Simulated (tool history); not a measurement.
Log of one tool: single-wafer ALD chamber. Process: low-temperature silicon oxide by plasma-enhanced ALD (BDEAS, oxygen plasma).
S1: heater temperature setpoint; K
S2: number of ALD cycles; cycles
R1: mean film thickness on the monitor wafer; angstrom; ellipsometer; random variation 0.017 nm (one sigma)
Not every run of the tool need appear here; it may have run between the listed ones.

run 1 hour=0 | S1=373.15 S2=62 | R1=81.536
run 2 hour=4.1 | S1=383.15 S2=62 | R1=78.999
run 3 hour=5.9 | S1=384.15 S2=62 | R1=78.528
run 4 hour=12.4 | S1=385.15 S2=62 | R1=78.451
run 5 hour=17.7 | S1=386.15 S2=62 | R1=78.458
-- hour=20.5 thermocouple changed; heater temperature recalibrated
run 6 hour=20.5 | S1=386.15 S2=67 | R1=83.873
run 7 hour=23.5 | S1=387.15 S2=66 | R1=82.585

Estimate the outcome of run 8 from the log above:
run 8 hour=25.7 | S1=388.15 S2=65 | R1=?

{"run 8": {"R1": 81.111}}

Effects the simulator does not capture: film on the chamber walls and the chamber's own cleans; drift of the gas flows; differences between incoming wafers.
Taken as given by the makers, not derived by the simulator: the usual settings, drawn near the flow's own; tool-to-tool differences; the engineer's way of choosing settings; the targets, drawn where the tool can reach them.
